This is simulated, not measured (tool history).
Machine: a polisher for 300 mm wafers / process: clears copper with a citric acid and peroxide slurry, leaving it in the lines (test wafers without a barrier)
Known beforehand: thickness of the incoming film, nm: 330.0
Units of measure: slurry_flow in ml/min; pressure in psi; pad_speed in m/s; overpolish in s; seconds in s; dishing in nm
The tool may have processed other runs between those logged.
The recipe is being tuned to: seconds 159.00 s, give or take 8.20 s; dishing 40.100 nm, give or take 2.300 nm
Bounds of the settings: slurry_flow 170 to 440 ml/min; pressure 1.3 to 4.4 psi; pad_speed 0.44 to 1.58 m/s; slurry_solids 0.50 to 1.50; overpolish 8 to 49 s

run,day,slurry_flow,pressure,pad_speed,slurry_solids,overpolish,seconds,dishing
1,0.000,280,2.8,1.00,1.00,25,218.80,29.146
2,0.308,280,2.8,0.84,1.00,25,243.27,24.504
3,0.400,215,2.8,0.84,1.00,25,266.15,23.222
4,0.679,230,3.0,0.84,1.00,25,238.30,25.762
5,0.817,230,3.0,0.84,1.10,25,236.52,26.156
# day 0.938: slurry nozzle cleaned
6,0.938,230,3.0,0.84,1.00,25,225.64,27.743
7,1.208,230,3.8,0.86,1.00,26,180.28,36.713
8,1.338,235,3.8,0.86,1.00,26,174.96,36.452
9,1.562,240,3.8,0.86,1.00,26,176.12,35.370

5 candidate next runs follow, results not yet known. Just one meets every target within its allowed miss. Identify it.
A,1.788,235,3.6,0.78,1.05,37,?,?
B,1.788,275,3.7,0.82,1.00,24,?,?
C,1.788,190,3.7,1.06,0.95,27,?,?
D,1.788,280,3.8,0.98,0.95,20,?,?
E,1.788,245,3.7,0.78,0.90,28,?,?

move,seconds,dishing
A,198.90,43.739
B,184.60,32.192
C,159.07,40.538
D,157.06,31.637
E,198.83,34.535
A: moves away from the targets compared with the last run
B: moves away from the targets compared with the last run
C: meets every target
D: corrects the largest miss of the last run, while another result sits out of spec
E: moves away from the targets compared with the last run
Go with C: it meets all targets.
